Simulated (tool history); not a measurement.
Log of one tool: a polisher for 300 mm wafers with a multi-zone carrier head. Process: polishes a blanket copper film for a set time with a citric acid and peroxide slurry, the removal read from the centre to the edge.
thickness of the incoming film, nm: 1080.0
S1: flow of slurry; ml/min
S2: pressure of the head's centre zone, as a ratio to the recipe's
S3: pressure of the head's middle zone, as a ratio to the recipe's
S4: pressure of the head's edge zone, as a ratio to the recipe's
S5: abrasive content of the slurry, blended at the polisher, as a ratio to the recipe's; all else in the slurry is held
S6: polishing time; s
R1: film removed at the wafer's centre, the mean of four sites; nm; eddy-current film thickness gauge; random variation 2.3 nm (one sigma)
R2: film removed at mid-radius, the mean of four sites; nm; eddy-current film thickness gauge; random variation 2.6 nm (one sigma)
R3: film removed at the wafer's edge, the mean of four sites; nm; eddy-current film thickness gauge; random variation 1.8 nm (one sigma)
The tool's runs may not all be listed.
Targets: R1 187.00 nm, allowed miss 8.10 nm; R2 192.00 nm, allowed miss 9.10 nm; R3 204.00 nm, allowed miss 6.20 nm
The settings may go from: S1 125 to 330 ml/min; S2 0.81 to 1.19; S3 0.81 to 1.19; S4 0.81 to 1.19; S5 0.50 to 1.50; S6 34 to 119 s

{"run": 1, "hour": 0.0, "S1": 210, "S2": 1.0, "S3": 1.0, "S4": 1.0, "S5": 1.0, "S6": 76, "R1": 242.85, "R2": 248.3, "R3": 244.53}
{"run": 2, "hour": 2.5, "S1": 210, "S2": 1.0, "S3": 1.06, "S4": 1.0, "S5": 1.0, "S6": 76, "R1": 239.58, "R2": 254.18, "R3": 241.77}
{"run": 3, "hour": 4.9, "S1": 210, "S2": 1.0, "S3": 1.06, "S4": 1.0, "S5": 1.1, "S6": 76, "R1": 248.12, "R2": 265.12, "R3": 251.88}
{"run": 4, "hour": 7.7, "S1": 200, "S2": 0.98, "S3": 1.02, "S4": 1.0, "S5": 1.0, "S6": 75, "R1": 234.39, "R2": 252.27, "R3": 239.28}
{"run": 5, "hour": 14.9, "S1": 200, "S2": 0.98, "S3": 1.02, "S4": 1.0, "S5": 1.0, "S6": 85, "R1": 264.71, "R2": 275.53, "R3": 276.13}
{"run": 6, "hour": 21.7, "S1": 195, "S2": 0.96, "S3": 0.98, "S4": 1.0, "S5": 0.9, "S6": 82, "R1": 246.25, "R2": 251.99, "R3": 257.72}
{"run": 7, "hour": 23.7, "S1": 190, "S2": 0.94, "S3": 0.96, "S4": 0.99, "S5": 0.8, "S6": 80, "R1": 218.2, "R2": 230.68, "R3": 237.77}
{"run": 8, "hour": 32.2, "S1": 185, "S2": 0.93, "S3": 0.94, "S4": 0.96, "S5": 0.75, "S6": 80, "R1": 221.28, "R2": 226.02, "R3": 235.88}
{"run": 9, "hour": 34.2, "S1": 185, "S2": 0.92, "S3": 0.93, "S4": 0.95, "S5": 0.7, "S6": 79, "R1": 207.12, "R2": 214.9, "R3": 228.25}
{"run": 10, "hour": 38.3, "S1": 185, "S2": 0.92, "S3": 0.93, "S4": 0.95, "S5": 0.7, "S6": 79, "R1": 205.06, "R2": 218.27, "R3": 222.77}
{"run": 11, "hour": 44.4, "S1": 180, "S2": 0.91, "S3": 0.91, "S4": 0.94, "S5": 0.65, "S6": 79, "R1": 201.23, "R2": 205.68, "R3": 217.75}
{"run": 12, "hour": 52.3, "S1": 175, "S2": 0.9, "S3": 0.9, "S4": 0.93, "S5": 0.65, "S6": 79, "R1": 198.18, "R2": 204.92, "R3": 212.23}
{"run": 13, "hour": 52.9, "S1": 170, "S2": 0.89, "S3": 0.89, "S4": 0.93, "S5": 0.65, "S6": 79, "R1": 192.73, "R2": 201.51, "R3": 212.85}
{"run": 14, "hour": 58.8, "S1": 165, "S2": 0.89, "S3": 0.88, "S4": 0.92, "S5": 0.65, "S6": 79, "R1": 195.23, "R2": 196.97, "R3": 210.72}
{"run": 15, "hour": 63.8, "S1": 160, "S2": 0.88, "S3": 0.88, "S4": 0.92, "S5": 0.65, "S6": 79, "R1": 192.21, "R2": 196.73, "R3": 210.17}
{"run": 16, "hour": 67.2, "S1": 160, "S2": 0.88, "S3": 0.88, "S4": 0.92, "S5": 0.65, "S6": 79, "R1": 188.75, "R2": 199.63, "R3": 213.43}

Which of these 4 next moves meets every target?
{"run": "A", "hour": 70.6, "S1": 125, "S2": 0.97, "S3": 0.84, "S4": 1.0, "S5": 0.7, "S6": 74, "R1": "?", "R2": "?", "R3": "?"}
{"run": "B", "hour": 70.6, "S1": 180, "S2": 0.91, "S3": 0.91, "S4": 0.97, "S5": 0.6, "S6": 75, "R1": "?", "R2": "?", "R3": "?"}
{"run": "C", "hour": 70.6, "S1": 125, "S2": 0.82, "S3": 0.85, "S4": 1.0, "S5": 0.7, "S6": 82, "R1": "?", "R2": "?", "R3": "?"}
{"run": "D", "hour": 70.6, "S1": 180, "S2": 0.88, "S3": 0.81, "S4": 1.12, "S5": 0.5, "S6": 84, "R1": "?", "R2": "?", "R3": "?"}

move=A R1=193.77 R2=180.66 R3=207.24
move=B R1=185.32 R2=195.77 R3=204.55
move=C R1=181.26 R2=202.30 R3=229.61
move=D R1=190.57 R2=189.33 R3=234.03
A: brings the result that was furthest off to its target, and leaves another outside
B: meets every target
C: further off than the last run
D: further off than the last run
Answer: B

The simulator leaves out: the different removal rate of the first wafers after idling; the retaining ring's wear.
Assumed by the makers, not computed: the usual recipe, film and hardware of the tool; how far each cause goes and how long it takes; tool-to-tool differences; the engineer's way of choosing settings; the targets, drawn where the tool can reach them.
